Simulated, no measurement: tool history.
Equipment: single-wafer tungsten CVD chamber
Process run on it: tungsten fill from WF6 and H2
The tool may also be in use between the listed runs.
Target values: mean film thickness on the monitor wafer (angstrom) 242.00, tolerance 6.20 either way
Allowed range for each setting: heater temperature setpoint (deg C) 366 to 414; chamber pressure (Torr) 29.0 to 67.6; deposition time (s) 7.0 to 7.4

run	day	heater temperature setpoint (deg C)	chamber pressure (Torr)	deposition time (s)	mean film thickness on the monitor wafer (angstrom)
1	0.000	390	48.3	7.4	211.65
2	0.079	392	48.5	7.4	217.45
3	0.396	392	42.3	7.4	204.96
4	0.625	392	42.3	7.0	193.35
5	0.883	392	42.3	7.0	194.94
6	1.025	392	36.9	7.0	182.10
7	1.200	404	37.9	7.0	225.38
8	1.462	405	38.0	7.0	230.65
9	1.517	406	38.1	7.0	232.57

Below are 5 possible settings for the next run. Only one of them brings all results inside the allowed miss of their targets. Which is it?
A	1.571	411	29.6	7.1	?
B	1.571	408	33.6	7.4	?
C	1.571	413	33.6	7.4	?
D	1.571	411	35.6	7.4	?
E	1.571	404	38.1	7.0	?

move	mean film thickness on the monitor wafer (angstrom)
A	225.68
B	238.79
C	258.27
D	257.68
E	225.17
A: misses by more than the last run did
B: in spec on every target
C: pushes the last run's worst result past its target
D: pushes the last run's worst result past its target
E: misses by more than the last run did
Move B is the one to make.
